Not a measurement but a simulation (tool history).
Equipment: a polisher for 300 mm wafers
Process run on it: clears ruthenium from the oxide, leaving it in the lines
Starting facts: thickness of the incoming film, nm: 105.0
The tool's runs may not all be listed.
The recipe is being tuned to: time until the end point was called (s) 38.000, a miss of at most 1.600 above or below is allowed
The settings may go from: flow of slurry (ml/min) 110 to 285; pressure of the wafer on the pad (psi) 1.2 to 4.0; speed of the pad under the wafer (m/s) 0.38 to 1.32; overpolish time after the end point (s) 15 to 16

| run | hour | flow of slurry (ml/min) | pressure of the wafer on the pad (psi) | speed of the pad under the wafer (m/s) | overpolish time after the end point (s) | time until the end point was called (s) |
|---|---|---|---|---|---|---|
| 1 | 0.0 | 180 | 2.6 | 0.84 | 15 | 73.414 |
| 2 | 5.2 | 150 | 2.6 | 0.84 | 15 | 75.133 |
| 3 | 7.4 | 150 | 3.2 | 0.84 | 15 | 62.053 |
| 4 | 10.2 | 155 | 3.4 | 0.90 | 15 | 54.085 |
| 5 | 16.1 | 160 | 3.6 | 0.94 | 15 | 49.288 |
| 6 | 24.9 | 160 | 3.7 | 0.98 | 15 | 45.738 |
| 7 | 30.1 | 160 | 3.8 | 1.00 | 15 | 44.318 |
| 8 | 38.9 | 160 | 3.8 | 1.00 | 15 | 43.658 |
| 9 | 41.6 | 160 | 3.9 | 1.02 | 15 | 42.203 |
| 10 | 42.9 | 160 | 3.9 | 1.04 | 15 | 40.678 |
| 11 | 46.4 | 160 | 3.9 | 1.06 | 15 | 40.747 |
| 12 | 51.2 | 160 | 3.9 | 1.08 | 15 | 40.009 |

Next run, 4 choices. One meets every target within its allowed miss, the rest don't. Which?
| A | 56.0 | 110 | 3.6 | 1.12 | 15 | ? |
| B | 56.0 | 165 | 4.0 | 0.96 | 15 | ? |
| C | 56.0 | 160 | 4.0 | 1.10 | 16 | ? |
| D | 56.0 | 195 | 3.3 | 1.18 | 15 | ? |

| move | time until the end point was called (s) |
|---|---|
| A | 44.989 |
| B | 42.891 |
| C | 37.855 |
| D | 41.333 |
A: the biggest miss grows against the last run
B: the biggest miss grows against the last run
C: all results in spec
D: the biggest miss grows against the last run
So the answer is move C, the one that meets all the targets.

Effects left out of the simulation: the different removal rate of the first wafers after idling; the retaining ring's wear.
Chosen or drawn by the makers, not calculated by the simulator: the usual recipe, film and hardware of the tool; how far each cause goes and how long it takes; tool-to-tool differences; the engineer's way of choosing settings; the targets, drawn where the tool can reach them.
